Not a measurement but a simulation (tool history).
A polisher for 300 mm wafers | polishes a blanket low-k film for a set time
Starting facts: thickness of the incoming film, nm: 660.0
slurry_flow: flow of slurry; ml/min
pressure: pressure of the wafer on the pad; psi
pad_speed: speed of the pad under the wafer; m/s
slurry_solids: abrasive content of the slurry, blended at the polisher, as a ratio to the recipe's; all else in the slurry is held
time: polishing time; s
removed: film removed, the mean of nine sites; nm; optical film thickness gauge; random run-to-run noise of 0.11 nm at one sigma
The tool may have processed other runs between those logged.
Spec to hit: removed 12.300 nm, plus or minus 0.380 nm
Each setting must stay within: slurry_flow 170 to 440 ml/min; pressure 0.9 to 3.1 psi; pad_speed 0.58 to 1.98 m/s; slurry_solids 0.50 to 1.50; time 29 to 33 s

| run | hour | slurry_flow | pressure | pad_speed | slurry_solids | time | removed |
|---|---|---|---|---|---|---|---|
| 1 | 0.0 | 280 | 2.0 | 1.28 | 1.00 | 33 | 21.992 |
| 2 | 7.7 | 280 | 1.7 | 1.26 | 1.00 | 33 | 18.345 |
| 3 | 10.5 | 280 | 1.7 | 1.56 | 1.00 | 33 | 21.811 |
| 4 | 17.2 | 280 | 1.5 | 1.50 | 1.00 | 33 | 18.626 |
| 5 | 25.6 | 280 | 1.3 | 1.46 | 1.00 | 33 | 16.000 |
| 6 | 32.3 | 280 | 1.3 | 1.46 | 1.20 | 33 | 17.545 |
| 7 | 41.1 | 280 | 1.2 | 1.40 | 1.20 | 33 | 15.943 |
| 8 | 48.1 | 280 | 1.1 | 1.36 | 1.20 | 33 | 14.535 |
| 9 | 55.4 | 280 | 1.0 | 1.34 | 1.20 | 33 | 12.882 |
| 10 | 62.4 | 275 | 0.9 | 1.34 | 1.20 | 33 | 11.464 |
| 11 | 71.0 | 285 | 0.9 | 1.34 | 1.20 | 33 | 11.548 |
| 12 | 78.8 | 280 | 0.9 | 1.34 | 1.20 | 33 | 11.547 |
| 13 | 80.6 | 285 | 1.0 | 1.34 | 1.20 | 33 | 12.794 |
| 14 | 86.0 | 280 | 1.0 | 1.34 | 1.20 | 33 | 12.661 |
| 15 | 88.6 | 275 | 1.0 | 1.34 | 1.20 | 33 | 12.771 |

Of the 4 settings listed for the next run, only one would bring every result within its allowed miss of target. Which one?
| A | 91.2 | 220 | 1.2 | 1.24 | 1.20 | 32 | ? |
| B | 91.2 | 285 | 1.0 | 1.56 | 1.15 | 32 | ? |
| C | 91.2 | 275 | 1.0 | 1.44 | 1.20 | 32 | ? |
| D | 91.2 | 280 | 0.9 | 1.60 | 1.35 | 29 | ? |

| move | removed |
|---|---|
| A | 13.544 |
| B | 13.769 |
| C | 13.152 |
| D | 12.431 |
A: moves away from the targets compared with the last run
B: moves away from the targets compared with the last run
C: moves away from the targets compared with the last run
D: all results land within tolerance of their targets
Answer: D
